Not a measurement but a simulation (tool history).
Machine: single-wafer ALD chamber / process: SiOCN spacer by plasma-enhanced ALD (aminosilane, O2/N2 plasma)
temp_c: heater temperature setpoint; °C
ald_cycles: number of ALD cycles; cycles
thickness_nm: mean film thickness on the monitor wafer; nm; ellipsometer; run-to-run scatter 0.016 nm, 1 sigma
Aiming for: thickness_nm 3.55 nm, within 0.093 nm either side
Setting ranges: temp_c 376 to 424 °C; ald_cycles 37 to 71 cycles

Run 1, hour 0: temp_c 400 °C, ald_cycles 54 cycles. Result: thickness_nm 3.0976 nm.
Run 2, hour 5.7: temp_c 400 °C, ald_cycles 50 cycles. Result: thickness_nm 2.8753 nm.
Run 3, hour 12.4: temp_c 410 °C, ald_cycles 50 cycles. Result: thickness_nm 2.7954 nm.
Run 4, hour 15.1: temp_c 403 °C, ald_cycles 50 cycles. Result: thickness_nm 2.8602 nm.
Run 5, hour 22.4: temp_c 410 °C, ald_cycles 50 cycles. Result: thickness_nm 2.7889 nm.
Run 6, hour 30.5: temp_c 410 °C, ald_cycles 53 cycles. Result: thickness_nm 2.9843 nm.
Run 7, hour 36.4: temp_c 409 °C, ald_cycles 55 cycles. Result: thickness_nm 3.1214 nm.
Run 8, hour 44.1: temp_c 408 °C, ald_cycles 56 cycles. Result: thickness_nm 3.1483 nm.
Run 9, hour 49.1: temp_c 407 °C, ald_cycles 57 cycles. Result: thickness_nm 3.2126 nm.
Run 10, hour 50.5: temp_c 406 °C, ald_cycles 58 cycles. Result: thickness_nm 3.279 nm.
Run 11, hour 51.6: temp_c 406 °C, ald_cycles 59 cycles. Result: thickness_nm 3.328 nm.
Run 12, hour 53.9: temp_c 406 °C, ald_cycles 60 cycles. Result: thickness_nm 3.4039 nm.
Run 13, hour 59.3: temp_c 406 °C, ald_cycles 60 cycles. Result: thickness_nm 3.4025 nm.

Below are 5 possible settings for the next run. Only one of them brings all results inside the allowed miss of their targets. Which is it?
Run A, hour 64.7: temp_c 406 °C, ald_cycles 68 cycles. Result: thickness_nm ?.
Run B, hour 64.7: temp_c 409 °C, ald_cycles 63 cycles. Result: thickness_nm ?.
Run C, hour 64.7: temp_c 421 °C, ald_cycles 69 cycles. Result: thickness_nm ?.
Run D, hour 64.7: temp_c 410 °C, ald_cycles 60 cycles. Result: thickness_nm ?.
Run E, hour 64.7: temp_c 405 °C, ald_cycles 60 cycles. Result: thickness_nm ?.

move  thickness_nm
   A        3.8546
   B        3.5392
   C        3.7358
   D        3.3605
   E        3.4113
A: moves the result that the last run missed by most past its target, out the other side
B: all results land within tolerance of their targets
C: moves the result that the last run missed by most past its target, out the other side
D: its largest miss is bigger than the last run's
E: moves toward the targets from the last run without getting all of them in spec
B is the move that brings every result within its allowed miss.
